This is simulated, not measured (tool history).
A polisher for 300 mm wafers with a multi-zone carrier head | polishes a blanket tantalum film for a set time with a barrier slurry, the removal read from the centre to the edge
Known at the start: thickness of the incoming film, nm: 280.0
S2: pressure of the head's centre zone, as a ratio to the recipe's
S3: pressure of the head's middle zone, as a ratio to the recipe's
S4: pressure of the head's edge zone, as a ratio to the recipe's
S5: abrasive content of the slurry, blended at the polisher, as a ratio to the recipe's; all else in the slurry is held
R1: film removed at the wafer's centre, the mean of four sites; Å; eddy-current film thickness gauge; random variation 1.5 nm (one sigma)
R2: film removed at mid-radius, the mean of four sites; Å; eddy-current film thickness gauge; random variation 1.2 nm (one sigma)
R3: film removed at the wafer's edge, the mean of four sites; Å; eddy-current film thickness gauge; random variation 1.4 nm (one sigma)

{"run": 1, "hour": 0.0, "flow of slurry (ml/min)": 235, "S2": 1.0, "S3": 1.0, "S4": 1.0, "S5": 1.0, "polishing time (s)": 59, "R1": 897.05, "R2": 878.91, "R3": 877.98}
{"run": 2, "hour": 2.2, "flow of slurry (ml/min)": 235, "S2": 0.99, "S3": 1.02, "S4": 1.03, "S5": 1.15, "polishing time (s)": 60, "R1": 947.27, "R2": 947.96, "R3": 933.73}
{"run": 3, "hour": 7.9, "flow of slurry (ml/min)": 235, "S2": 0.99, "S3": 1.02, "S4": 1.03, "S5": 1.15, "polishing time (s)": 49, "R1": 768.78, "R2": 763.65, "R3": 761.07}
{"run": 4, "hour": 13.0, "flow of slurry (ml/min)": 235, "S2": 0.99, "S3": 1.1, "S4": 1.03, "S5": 1.15, "polishing time (s)": 49, "R1": 777.93, "R2": 824.61, "R3": 771.32}
{"run": 5, "hour": 15.2, "flow of slurry (ml/min)": 265, "S2": 0.99, "S3": 1.1, "S4": 1.03, "S5": 1.15, "polishing time (s)": 49, "R1": 753.36, "R2": 819.32, "R3": 764.36}
{"run": 6, "hour": 20.1, "flow of slurry (ml/min)": 270, "S2": 0.98, "S3": 1.09, "S4": 1.06, "S5": 1.25, "polishing time (s)": 53, "R1": 860.47, "R2": 894.67, "R3": 853.05}
{"run": 7, "hour": 28.4, "flow of slurry (ml/min)": 270, "S2": 0.95, "S3": 1.09, "S4": 1.08, "S5": 1.3, "polishing time (s)": 56, "R1": 901.91, "R2": 974.08, "R3": 921.91}
{"run": 8, "hour": 31.0, "flow of slurry (ml/min)": 270, "S2": 0.95, "S3": 1.09, "S4": 1.08, "S5": 1.3, "polishing time (s)": 56, "R1": 927.65, "R2": 980.16, "R3": 924.65}
{"run": 9, "hour": 36.3, "flow of slurry (ml/min)": 270, "S2": 0.91, "S3": 1.07, "S4": 1.11, "S5": 1.3, "polishing time (s)": 58, "R1": 896.51, "R2": 989.64, "R3": 992.24}
{"run": 10, "hour": 39.7, "flow of slurry (ml/min)": 270, "S2": 0.91, "S3": 1.07, "S4": 1.12, "S5": 1.35, "polishing time (s)": 60, "R1": 953.4, "R2": 1049.3, "R3": 1025.8}

Run 11 comes next. What will it give?
{"run": 11, "hour": 47.9, "flow of slurry (ml/min)": 270, "S2": 0.9, "S3": 1.06, "S4": 1.13, "S5": 1.4, "polishing time (s)": 61, "R1": "?", "R2": "?", "R3": "?"}

Run 11 gave R1 949.81 Å, R2 1040.60 Å, R3 1045.20 Å.
